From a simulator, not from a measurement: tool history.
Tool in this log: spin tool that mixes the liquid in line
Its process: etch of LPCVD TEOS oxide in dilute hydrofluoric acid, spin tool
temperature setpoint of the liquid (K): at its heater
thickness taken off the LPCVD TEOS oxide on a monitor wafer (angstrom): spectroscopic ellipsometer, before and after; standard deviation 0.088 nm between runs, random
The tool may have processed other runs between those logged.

run,hour,temperature setpoint of the liquid (K),parts of water to one part of 49 % hydrofluoric acid (parts by volume),time under the liquid (s),thickness taken off the LPCVD TEOS oxide on a monitor wafer (angstrom)
1,0.0,294.15,90,20,93.300
2,1.4,294.15,120,20,68.182
3,5.2,296.65,110,20,82.239
4,6.8,294.65,110,20,75.747
5,11.0,294.65,85,20,100.760
6,19.3,294.65,60,20,148.610

Run 7, settings as shown, results not yet in. Your forecast:
7,26.2,293.65,60,20,?

thickness taken off the LPCVD TEOS oxide on a monitor wafer (angstrom): 142.320
